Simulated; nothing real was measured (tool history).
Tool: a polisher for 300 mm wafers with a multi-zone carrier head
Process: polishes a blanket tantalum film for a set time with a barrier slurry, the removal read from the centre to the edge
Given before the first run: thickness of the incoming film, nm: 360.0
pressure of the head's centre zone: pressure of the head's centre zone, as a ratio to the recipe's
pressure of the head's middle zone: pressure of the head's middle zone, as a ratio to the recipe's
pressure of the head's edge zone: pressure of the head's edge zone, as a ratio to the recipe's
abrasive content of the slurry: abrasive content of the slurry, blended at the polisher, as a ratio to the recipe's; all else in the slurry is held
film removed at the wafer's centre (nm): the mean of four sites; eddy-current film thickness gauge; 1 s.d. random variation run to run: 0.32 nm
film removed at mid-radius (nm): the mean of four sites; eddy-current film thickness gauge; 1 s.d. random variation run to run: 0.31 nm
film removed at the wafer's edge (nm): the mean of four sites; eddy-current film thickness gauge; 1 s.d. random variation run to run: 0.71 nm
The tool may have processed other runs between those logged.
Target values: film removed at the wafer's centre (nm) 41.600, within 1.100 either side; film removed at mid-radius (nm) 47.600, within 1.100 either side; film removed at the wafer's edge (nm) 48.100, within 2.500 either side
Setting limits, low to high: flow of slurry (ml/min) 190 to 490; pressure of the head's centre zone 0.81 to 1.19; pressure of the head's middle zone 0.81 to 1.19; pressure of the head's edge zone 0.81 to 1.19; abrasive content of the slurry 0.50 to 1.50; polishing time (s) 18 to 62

run    day  flow of slurry (ml/min)  pressure of the head's centre zone  pressure of the head's middle zone  pressure of the head's edge zone  abrasive content of the slurry  polishing time (s)  film removed at the wafer's centre (nm)  film removed at mid-radius (nm)  film removed at the wafer's edge (nm)
  1  0.000                      315                                1.00                                1.00                              1.00                            1.00                  40                                   67.161                           66.874                                 65.363
  2  0.196                      315                                1.00                                1.05                              1.00                            1.00                  40                                   67.028                           69.247                                 65.695
  3  0.271                      315                                1.00                                1.05                              1.00                            1.00                  37                                   61.088                           63.735                                 60.219
  4  0.404                      315                                1.00                                1.05                              1.00                            1.00                  44                                   72.993                           76.788                                 71.191
  5  0.496                      255                                1.00                                1.05                              1.00                            1.00                  44                                   72.703                           74.652                                 70.073
  6  0.750                      255                                1.00                                1.05                              1.00                            0.85                  44                                   70.133                           72.380                                 69.650
  7  0.971                      240                                0.90                                0.95                              0.90                            0.60                  33                                   42.910                           46.081                                 44.121
  8  1.188                      240                                0.89                                0.96                              0.94                            0.60                  33                                   42.373                           45.811                                 45.963

Which one of the following 5 next-run settings gets every result inside its allowed miss? There is exactly one.
  A  1.404                      240                                0.81                                0.91                              1.02                            0.55                  35                                        ?                                ?                                      ?
  B  1.404                      250                                0.90                                0.94                              0.99                            0.50                  37                                        ?                                ?                                      ?
  C  1.404                      255                                0.86                                0.97                              0.89                            0.60                  36                                        ?                                ?                                      ?
  D  1.404                      275                                0.81                                0.83                              1.19                            0.60                  35                                        ?                                ?                                      ?
  E  1.404                      215                                0.83                                0.96                              0.96                            0.50                  37                                        ?                                ?                                      ?

move  film removed at the wafer's centre (nm)  film removed at mid-radius (nm)  film removed at the wafer's edge (nm)
   A                                   39.863                           45.449                                 49.135
   B                                   44.965                           47.637                                 49.963
   C                                   44.637                           50.227                                 49.973
   D                                   41.351                           44.525                                 53.562
   E                                   41.424                           47.836                                 49.126
A: its largest miss is bigger than the last run's
B: brings the result that was furthest off to its target, and leaves another outside
C: the result that was furthest off in the last run now lies on the other side of its target
D: its largest miss is bigger than the last run's
E: in spec on every target
Correct choice: E, which meets every target
